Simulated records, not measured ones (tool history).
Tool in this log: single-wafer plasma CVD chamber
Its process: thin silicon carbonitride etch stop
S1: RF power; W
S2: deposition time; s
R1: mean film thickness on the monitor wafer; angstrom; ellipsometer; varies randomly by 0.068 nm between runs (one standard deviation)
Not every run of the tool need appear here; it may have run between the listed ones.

run  hour   S1    S2      R1
  1     0  225  27.8  169.59
  2   1.1  240  28.7  178.63
  3   8.2  240  27.1  168.72
  4  14.1  220  27.1  165.62
  5  19.4  190  27.1  159.88
  6  24.6  205  27.1  162.32
  7  32.5  220  28.3  172.39
  8  34.3  235  29.2  179.79
  9  37.9  245  29.9  186.91

The next listed run, before its measurement:
 10  40.9  255  30.4   ?

For run 10 the tool returned R1 192.34 angstrom.

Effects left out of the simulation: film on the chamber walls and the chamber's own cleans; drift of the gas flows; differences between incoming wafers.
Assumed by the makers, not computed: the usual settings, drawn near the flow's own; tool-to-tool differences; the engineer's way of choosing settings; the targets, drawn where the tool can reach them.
